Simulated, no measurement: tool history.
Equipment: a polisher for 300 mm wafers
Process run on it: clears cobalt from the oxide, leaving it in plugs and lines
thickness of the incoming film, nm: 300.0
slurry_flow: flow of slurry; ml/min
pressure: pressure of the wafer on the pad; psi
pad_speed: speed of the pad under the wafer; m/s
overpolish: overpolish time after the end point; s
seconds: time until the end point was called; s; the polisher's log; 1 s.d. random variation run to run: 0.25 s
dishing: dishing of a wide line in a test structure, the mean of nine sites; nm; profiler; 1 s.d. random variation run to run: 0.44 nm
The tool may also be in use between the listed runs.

{"run": 1, "hour": 0.0, "slurry_flow": 145, "pressure": 2.4, "pad_speed": 1.28, "overpolish": 10, "seconds": 31.206, "dishing": 45.944}
{"run": 2, "hour": 9.0, "slurry_flow": 145, "pressure": 2.4, "pad_speed": 1.28, "overpolish": 9, "seconds": 31.228, "dishing": 43.978}
{"run": 3, "hour": 10.5, "slurry_flow": 145, "pressure": 2.9, "pad_speed": 1.28, "overpolish": 9, "seconds": 26.165, "dishing": 47.286}
{"run": 4, "hour": 19.1, "slurry_flow": 145, "pressure": 2.9, "pad_speed": 1.36, "overpolish": 7, "seconds": 24.243, "dishing": 44.716}
{"run": 5, "hour": 26.4, "slurry_flow": 135, "pressure": 2.8, "pad_speed": 1.46, "overpolish": 6, "seconds": 23.944, "dishing": 41.152}
{"run": 6, "hour": 28.9, "slurry_flow": 135, "pressure": 2.5, "pad_speed": 1.46, "overpolish": 6, "seconds": 26.099, "dishing": 38.596}
{"run": 7, "hour": 33.1, "slurry_flow": 175, "pressure": 1.9, "pad_speed": 1.82, "overpolish": 3, "seconds": 26.656, "dishing": 24.588}
{"run": 8, "hour": 41.1, "slurry_flow": 165, "pressure": 2.5, "pad_speed": 1.86, "overpolish": 4, "seconds": 20.394, "dishing": 35.749}
{"run": 9, "hour": 45.9, "slurry_flow": 180, "pressure": 2.4, "pad_speed": 1.88, "overpolish": 4, "seconds": 20.457, "dishing": 35.046}

The next listed run, before its measurement:
{"run": 10, "hour": 52.5, "slurry_flow": 190, "pressure": 2.3, "pad_speed": 1.92, "overpolish": 4, "seconds": "?", "dishing": "?"}

{"run 10": {"seconds": 21.375, "dishing": 35.397}}
